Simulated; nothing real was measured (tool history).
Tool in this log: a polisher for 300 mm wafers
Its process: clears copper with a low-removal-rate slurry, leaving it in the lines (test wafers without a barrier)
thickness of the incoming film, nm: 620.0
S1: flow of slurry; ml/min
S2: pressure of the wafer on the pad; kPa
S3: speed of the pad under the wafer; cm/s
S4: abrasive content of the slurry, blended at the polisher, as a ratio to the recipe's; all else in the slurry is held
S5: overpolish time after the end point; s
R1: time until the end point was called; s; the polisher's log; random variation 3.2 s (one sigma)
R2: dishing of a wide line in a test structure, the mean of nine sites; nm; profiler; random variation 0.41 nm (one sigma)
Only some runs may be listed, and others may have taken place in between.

run    day   S1    S2   S3    S4  S5      R1      R2
  1  0.000  170  19.3  132  1.00  24  159.38  49.287
  2  0.242  170  19.3  132  1.15  24  158.31  50.797
  3  0.479  170  18.6  132  1.10  23  174.39  47.995
  4  0.771  175  18.6  130  1.05  22  170.01  46.603
  5  0.888  175  23.4  130  1.05  22  137.34  54.941
  6  1.146  195  23.4  130  1.05  22  132.54  56.253
     1.275  -- worn pad replaced by a new one
  7  1.275  190  21.4  130  1.05  21  140.59  52.452
  8  1.604  170  20.7  130  1.05  20  144.21  49.129

Expected results for the next run?
  9  1.979  170  19.3  130  1.05  20   ?   ?

For run 9 the tool returned R1 154.02 s, R2 45.428 nm.
